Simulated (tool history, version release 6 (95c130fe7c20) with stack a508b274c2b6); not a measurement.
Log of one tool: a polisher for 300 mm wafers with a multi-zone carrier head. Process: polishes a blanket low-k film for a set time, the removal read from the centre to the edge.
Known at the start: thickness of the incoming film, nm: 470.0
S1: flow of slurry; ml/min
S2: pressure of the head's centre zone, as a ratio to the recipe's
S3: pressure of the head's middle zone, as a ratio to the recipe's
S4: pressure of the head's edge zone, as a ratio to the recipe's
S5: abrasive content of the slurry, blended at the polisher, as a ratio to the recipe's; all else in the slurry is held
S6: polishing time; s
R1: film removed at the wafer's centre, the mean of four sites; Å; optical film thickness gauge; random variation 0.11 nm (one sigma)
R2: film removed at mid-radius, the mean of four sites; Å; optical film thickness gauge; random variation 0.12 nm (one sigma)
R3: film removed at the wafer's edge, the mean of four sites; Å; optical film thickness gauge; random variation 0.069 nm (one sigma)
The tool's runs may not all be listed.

Run 1, hour 0: S1 300 ml/min, S2 1, S3 1, S4 1, S5 1, S6 42 s. Result: R1 108.85 Å, R2 117.86 Å, R3 116.7 Å.
Run 2, hour 2.2: S1 300 ml/min, S2 1, S3 1, S4 1, S5 1, S6 34 s. Result: R1 85.553 Å, R2 93.457 Å, R3 93.491 Å.
Run 3, hour 5.1: S1 345 ml/min, S2 1, S3 1, S4 1, S5 1, S6 34 s. Result: R1 88.744 Å, R2 94.822 Å, R3 95.783 Å.
Run 4, hour 13.4: S1 340 ml/min, S2 1.03, S3 0.97, S4 0.97, S5 1, S6 34 s. Result: R1 91.073 Å, R2 90.666 Å, R3 92.828 Å.
Run 5, hour 15.8: S1 300 ml/min, S2 1.03, S3 0.97, S4 0.97, S5 1, S6 34 s. Result: R1 89.964 Å, R2 92.295 Å, R3 93.003 Å.
Run 6, hour 18.7: S1 300 ml/min, S2 1.08, S3 0.97, S4 0.97, S5 1, S6 34 s. Result: R1 94.371 Å, R2 92.052 Å, R3 93.203 Å.
Run 7, hour 20.7: S1 305 ml/min, S2 1.08, S3 0.95, S4 0.95, S5 1, S6 34 s. Result: R1 93.932 Å, R2 91.944 Å, R3 91.685 Å.

The next listed run, before its measurement:
Run 8, hour 23.9: S1 315 ml/min, S2 1.09, S3 0.92, S4 0.94, S5 1, S6 34 s. Result: R1 ?, R2 ?, R3 ?.

Run 8 gave R1 92.376 Å, R2 90.95 Å, R3 90.238 Å.

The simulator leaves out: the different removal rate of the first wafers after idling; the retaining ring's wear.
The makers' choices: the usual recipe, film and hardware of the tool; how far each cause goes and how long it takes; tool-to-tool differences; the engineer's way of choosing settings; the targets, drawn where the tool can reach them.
